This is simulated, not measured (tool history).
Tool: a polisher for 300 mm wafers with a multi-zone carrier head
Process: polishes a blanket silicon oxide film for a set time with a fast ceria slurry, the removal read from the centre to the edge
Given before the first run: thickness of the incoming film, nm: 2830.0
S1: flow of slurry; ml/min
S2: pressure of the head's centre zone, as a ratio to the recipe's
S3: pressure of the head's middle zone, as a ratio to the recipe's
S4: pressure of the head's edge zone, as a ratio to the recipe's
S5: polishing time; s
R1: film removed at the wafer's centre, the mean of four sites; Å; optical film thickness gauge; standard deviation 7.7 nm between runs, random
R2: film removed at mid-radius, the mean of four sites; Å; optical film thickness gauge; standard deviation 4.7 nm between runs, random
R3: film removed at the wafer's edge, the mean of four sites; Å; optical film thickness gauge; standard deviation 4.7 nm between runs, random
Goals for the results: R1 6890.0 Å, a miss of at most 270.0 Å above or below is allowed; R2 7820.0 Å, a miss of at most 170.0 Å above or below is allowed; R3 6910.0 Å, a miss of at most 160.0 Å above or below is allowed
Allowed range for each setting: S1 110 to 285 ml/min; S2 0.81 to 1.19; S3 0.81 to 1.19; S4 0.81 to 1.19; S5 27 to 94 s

{"run": 1, "day": 0.0, "S1": 180, "S2": 1.0, "S3": 1.0, "S4": 1.0, "S5": 60, "R1": 9810.0, "R2": 10106.0, "R3": 10323.0}
{"run": 2, "day": 0.171, "S1": 180, "S2": 1.0, "S3": 1.03, "S4": 1.0, "S5": 60, "R1": 9936.9, "R2": 10428.0, "R3": 10364.0}
{"run": 3, "day": 0.392, "S1": 145, "S2": 1.0, "S3": 1.03, "S4": 1.0, "S5": 60, "R1": 9482.8, "R2": 9875.2, "R3": 9907.4}
{"run": 4, "day": 0.458, "S1": 140, "S2": 0.99, "S3": 1.04, "S4": 0.96, "S5": 57, "R1": 8648.7, "R2": 9308.0, "R3": 9283.5}
{"run": 5, "day": 0.638, "S1": 110, "S2": 0.99, "S3": 1.04, "S4": 0.96, "S5": 57, "R1": 7965.7, "R2": 8752.5, "R3": 8859.1}
{"run": 6, "day": 1.004, "S1": 110, "S2": 0.99, "S3": 1.11, "S4": 0.96, "S5": 57, "R1": 8108.9, "R2": 9255.3, "R3": 8901.3}
{"day": 1.312, "done": "slurry nozzle cleaned"}
{"run": 7, "day": 1.312, "S1": 115, "S2": 1.0, "S3": 1.12, "S4": 0.93, "S5": 54, "R1": 8656.9, "R2": 9649.5, "R3": 8834.3}
{"run": 8, "day": 1.396, "S1": 125, "S2": 0.98, "S3": 1.11, "S4": 0.91, "S5": 50, "R1": 7999.4, "R2": 8991.1, "R3": 8118.0}
{"run": 9, "day": 1.771, "S1": 130, "S2": 0.97, "S3": 1.1, "S4": 0.89, "S5": 48, "R1": 7640.5, "R2": 8693.6, "R3": 7906.6}
{"run": 10, "day": 2.071, "S1": 130, "S2": 0.97, "S3": 1.1, "S4": 0.88, "S5": 46, "R1": 7246.8, "R2": 8273.6, "R3": 7456.5}

Consider the 5 candidate settings below. Which is the only one whose results all fall within their allowed miss of target?
{"run": "A", "day": 2.371, "S1": 150, "S2": 0.95, "S3": 1.07, "S4": 0.88, "S5": 48, "R1": "?", "R2": "?", "R3": "?"}
{"run": "B", "day": 2.371, "S1": 115, "S2": 0.86, "S3": 1.07, "S4": 0.86, "S5": 51, "R1": "?", "R2": "?", "R3": "?"}
{"run": "C", "day": 2.371, "S1": 165, "S2": 1.09, "S3": 1.05, "S4": 0.91, "S5": 43, "R1": "?", "R2": "?", "R3": "?"}
{"run": "D", "day": 2.371, "S1": 110, "S2": 0.99, "S3": 1.11, "S4": 0.85, "S5": 45, "R1": "?", "R2": "?", "R3": "?"}
{"run": "E", "day": 2.371, "S1": 110, "S2": 0.85, "S3": 0.94, "S4": 0.93, "S5": 52, "R1": "?", "R2": "?", "R3": "?"}

move=A R1=7522.6 R2=8730.4 R3=7948.8
move=B R1=6778.7 R2=8767.9 R3=8028.7
move=C R1=7890.1 R2=7823.7 R3=7323.5
move=D R1=6809.8 R2=7890.9 R3=6990.2
move=E R1=6739.6 R2=7925.8 R3=8435.1
A: its largest miss is bigger than the last run's
B: its largest miss is bigger than the last run's
C: its largest miss is bigger than the last run's
D: every result lands within tolerance
E: its largest miss is bigger than the last run's
So the answer is move D, the one that meets all the targets.
